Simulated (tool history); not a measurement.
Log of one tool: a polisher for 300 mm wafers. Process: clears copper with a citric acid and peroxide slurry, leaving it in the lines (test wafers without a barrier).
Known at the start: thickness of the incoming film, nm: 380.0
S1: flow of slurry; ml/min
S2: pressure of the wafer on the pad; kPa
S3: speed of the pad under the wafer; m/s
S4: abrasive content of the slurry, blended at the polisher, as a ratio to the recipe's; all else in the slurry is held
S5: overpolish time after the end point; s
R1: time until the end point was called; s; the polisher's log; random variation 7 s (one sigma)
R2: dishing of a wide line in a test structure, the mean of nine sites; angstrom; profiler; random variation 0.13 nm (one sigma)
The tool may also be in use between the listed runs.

run,hour,S1,S2,S3,S4,S5,R1,R2
1,0.0,185,17.2,1.40,1.0,10,191.59,168.34
2,4.3,185,15.9,1.34,1.0,10,215.44,150.27
3,6.5,185,14.5,1.28,1.0,10,240.25,132.47
4,13.4,185,18.6,1.28,1.0,10,198.40,162.70
5,21.6,185,18.6,1.28,0.8,10,207.36,159.01
6,27.2,180,16.5,1.24,0.8,10,232.55,139.00
7,28.1,180,15.2,1.20,0.8,11,256.83,137.53
# hour 31.2: slurry blender recalibrated
8,31.2,180,13.8,1.16,0.8,11,274.71,129.62

Run 9 comes next. What will it give?
9,37.9,175,12.4,1.12,0.8,11,?,?

R1: 302.82 s
R2: 116.78 angstrom

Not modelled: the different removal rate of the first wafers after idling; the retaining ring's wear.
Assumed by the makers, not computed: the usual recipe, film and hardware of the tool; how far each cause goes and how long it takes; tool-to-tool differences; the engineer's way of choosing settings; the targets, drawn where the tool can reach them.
